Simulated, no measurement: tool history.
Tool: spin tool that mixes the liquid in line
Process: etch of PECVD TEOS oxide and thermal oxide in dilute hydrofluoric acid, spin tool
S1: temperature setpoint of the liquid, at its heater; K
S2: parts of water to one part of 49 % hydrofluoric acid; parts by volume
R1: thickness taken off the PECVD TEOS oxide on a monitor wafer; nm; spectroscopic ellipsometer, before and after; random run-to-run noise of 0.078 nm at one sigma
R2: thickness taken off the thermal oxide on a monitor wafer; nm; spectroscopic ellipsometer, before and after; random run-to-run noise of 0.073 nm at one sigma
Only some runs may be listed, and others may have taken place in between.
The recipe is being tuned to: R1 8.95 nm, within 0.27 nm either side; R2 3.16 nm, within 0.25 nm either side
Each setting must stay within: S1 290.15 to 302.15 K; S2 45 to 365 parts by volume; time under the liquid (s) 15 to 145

Run 1, hour 0: S1 294.15 K, S2 205 parts by volume, time under the liquid (s) 75. Result: R1 4.546 nm, R2 1.5931 nm.
Run 2, hour 4.3: S1 296.15 K, S2 205 parts by volume, time under the liquid (s) 75. Result: R1 4.8259 nm, R2 1.7451 nm.
Run 3, hour 5.8: S1 298.65 K, S2 205 parts by volume, time under the liquid (s) 75. Result: R1 5.351 nm, R2 1.8921 nm.
Run 4, hour 13.1: S1 298.65 K, S2 205 parts by volume, time under the liquid (s) 105. Result: R1 7.4923 nm, R2 2.6692 nm.
Run 5, hour 16.4: S1 298.65 K, S2 260 parts by volume, time under the liquid (s) 105. Result: R1 5.5927 nm, R2 1.9059 nm.
Run 6, hour 17: S1 299.15 K, S2 245 parts by volume, time under the liquid (s) 105. Result: R1 6.0881 nm, R2 2.2048 nm.
Run 7, hour 25.1: S1 299.65 K, S2 235 parts by volume, time under the liquid (s) 105. Result: R1 6.6167 nm, R2 2.3183 nm.
Run 8, hour 30.6: S1 300.15 K, S2 225 parts by volume, time under the liquid (s) 105. Result: R1 7.0441 nm, R2 2.4354 nm.
Run 9, hour 36.5: S1 300.15 K, S2 215 parts by volume, time under the liquid (s) 105. Result: R1 7.653 nm, R2 2.554 nm.
Run 10, hour 41: S1 299.65 K, S2 210 parts by volume, time under the liquid (s) 105. Result: R1 7.6412 nm, R2 2.7069 nm.
Run 11, hour 44.9: S1 300.15 K, S2 205 parts by volume, time under the liquid (s) 105. Result: R1 7.8978 nm, R2 2.871 nm.
Run 12, hour 47: S1 300.65 K, S2 205 parts by volume, time under the liquid (s) 105. Result: R1 8.0662 nm, R2 2.8813 nm.
Run 13, hour 55.8: S1 301.15 K, S2 205 parts by volume, time under the liquid (s) 105. Result: R1 8.4143 nm, R2 2.7955 nm.
Run 14, hour 56.7: S1 300.65 K, S2 200 parts by volume, time under the liquid (s) 105. Result: R1 8.3061 nm, R2 2.8737 nm.

Which of these 4 next moves meets every target?
Run A, hour 57.6: S1 302.15 K, S2 205 parts by volume, time under the liquid (s) 110. Result: R1 ?, R2 ?.
Run B, hour 57.6: S1 298.15 K, S2 210 parts by volume, time under the liquid (s) 115. Result: R1 ?, R2 ?.
Run C, hour 57.6: S1 300.65 K, S2 195 parts by volume, time under the liquid (s) 95. Result: R1 ?, R2 ?.
Run D, hour 57.6: S1 300.65 K, S2 180 parts by volume, time under the liquid (s) 90. Result: R1 ?, R2 ?.

move      R1      R2
   A   8.904  3.1539
   B  7.8373   2.776
   C  7.7589  2.7483
   D  8.1054   2.871
A: hits every target within its allowed miss
B: moves away from the targets compared with the last run
C: moves away from the targets compared with the last run
D: moves away from the targets compared with the last run
Correct choice: A, which meets every target

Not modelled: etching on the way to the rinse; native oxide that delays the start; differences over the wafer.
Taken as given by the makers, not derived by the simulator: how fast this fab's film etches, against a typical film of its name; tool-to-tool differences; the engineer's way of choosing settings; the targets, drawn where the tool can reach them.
